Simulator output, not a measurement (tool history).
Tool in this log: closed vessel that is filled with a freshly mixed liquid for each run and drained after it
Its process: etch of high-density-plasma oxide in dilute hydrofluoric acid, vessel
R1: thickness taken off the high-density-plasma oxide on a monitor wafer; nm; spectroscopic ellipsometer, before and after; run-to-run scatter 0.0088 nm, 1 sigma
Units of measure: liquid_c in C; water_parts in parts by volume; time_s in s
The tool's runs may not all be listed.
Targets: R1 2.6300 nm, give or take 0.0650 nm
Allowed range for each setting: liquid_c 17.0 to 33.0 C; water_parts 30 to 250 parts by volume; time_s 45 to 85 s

Run 1, hour 0.0: liquid_c 25.0 C, water_parts 140 parts by volume, time_s 85 s. Result: R1 3.1474 nm.
Run 2, hour 5.8: liquid_c 24.5 C, water_parts 140 parts by volume, time_s 85 s. Result: R1 3.0701 nm.
Run 3, hour 8.1: liquid_c 24.0 C, water_parts 140 parts by volume, time_s 85 s. Result: R1 3.0115 nm.
Run 4, hour 16.8: liquid_c 24.0 C, water_parts 140 parts by volume, time_s 85 s. Result: R1 3.0285 nm.
Run 5, hour 25.7: liquid_c 24.0 C, water_parts 105 parts by volume, time_s 85 s. Result: R1 4.2058 nm.
Run 6, hour 27.2: liquid_c 23.0 C, water_parts 110 parts by volume, time_s 85 s. Result: R1 3.8115 nm.
Run 7, hour 30.4: liquid_c 22.0 C, water_parts 110 parts by volume, time_s 85 s. Result: R1 3.6528 nm.
Run 8, hour 34.7: liquid_c 21.5 C, water_parts 110 parts by volume, time_s 85 s. Result: R1 3.6072 nm.
Run 9, hour 37.4: liquid_c 21.0 C, water_parts 110 parts by volume, time_s 85 s. Result: R1 3.5144 nm.
Run 10, hour 38.8: liquid_c 20.5 C, water_parts 110 parts by volume, time_s 85 s. Result: R1 3.4475 nm.
Run 11, hour 40.5: liquid_c 20.0 C, water_parts 110 parts by volume, time_s 85 s. Result: R1 3.3721 nm.
Run 12, hour 48.3: liquid_c 19.5 C, water_parts 110 parts by volume, time_s 85 s. Result: R1 3.3278 nm.
Run 13, hour 53.6: liquid_c 19.0 C, water_parts 110 parts by volume, time_s 85 s. Result: R1 3.2463 nm.
Run 14, hour 54.8: liquid_c 18.5 C, water_parts 110 parts by volume, time_s 85 s. Result: R1 3.1860 nm.
Run 15, hour 55.4: liquid_c 17.5 C, water_parts 120 parts by volume, time_s 85 s. Result: R1 2.7743 nm.
Run 16, hour 59.4: liquid_c 17.0 C, water_parts 120 parts by volume, time_s 85 s. Result: R1 2.7272 nm.

Exercise: of the 4 proposed moves below, exactly one satisfies all targets within the stated allowed misses. Which move is it?
Run A, hour 63.4: liquid_c 17.0 C, water_parts 105 parts by volume, time_s 75 s. Result: R1 ?.
Run B, hour 63.4: liquid_c 18.5 C, water_parts 130 parts by volume, time_s 85 s. Result: R1 ?.
Run C, hour 63.4: liquid_c 22.0 C, water_parts 140 parts by volume, time_s 85 s. Result: R1 ?.
Run D, hour 63.4: liquid_c 17.0 C, water_parts 115 parts by volume, time_s 85 s. Result: R1 ?.

move      R1
   A  2.7781
   B  2.6374
   C  2.7878
   D  2.8455
A: further off than the last run
B: all results land within tolerance of their targets
C: further off than the last run
D: further off than the last run
B is the move that brings every result within its allowed miss.

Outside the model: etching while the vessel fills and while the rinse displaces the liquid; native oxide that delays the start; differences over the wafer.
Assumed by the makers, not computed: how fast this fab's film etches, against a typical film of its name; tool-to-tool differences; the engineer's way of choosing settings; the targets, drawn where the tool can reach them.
